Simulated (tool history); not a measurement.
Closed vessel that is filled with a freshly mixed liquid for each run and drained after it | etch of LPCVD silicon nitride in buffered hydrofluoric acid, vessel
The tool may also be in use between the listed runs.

run  hour  temperature setpoint of the liquid (K)  parts of 40 % ammonium fluoride to one part of 49 % hydrofluoric acid (parts by volume)  time in the liquid (s)  thickness taken off the LPCVD silicon nitride on a monitor wafer (nm)
  1     0                                  297.15                                                                                        7                    1510                                                                 28.191
  2   5.9                                  298.65                                                                                        7                    1510                                                                 30.711
  3  10.2                                  298.65                                                                                        9                    1510                                                                 23.509
  4  16.5                                  298.65                                                                                        9                    1620                                                                 24.997
  5  24.3                                  300.15                                                                                      8.5                    1620                                                                 28.829
  6  31.9                                  302.65                                                                                      8.5                    1620                                                                 32.645

Expected results for the next run?
  7  38.8                                  303.15                                                                                        8                    1620                                                                      ?

thickness taken off the LPCVD silicon nitride on a monitor wafer (nm): 36.187
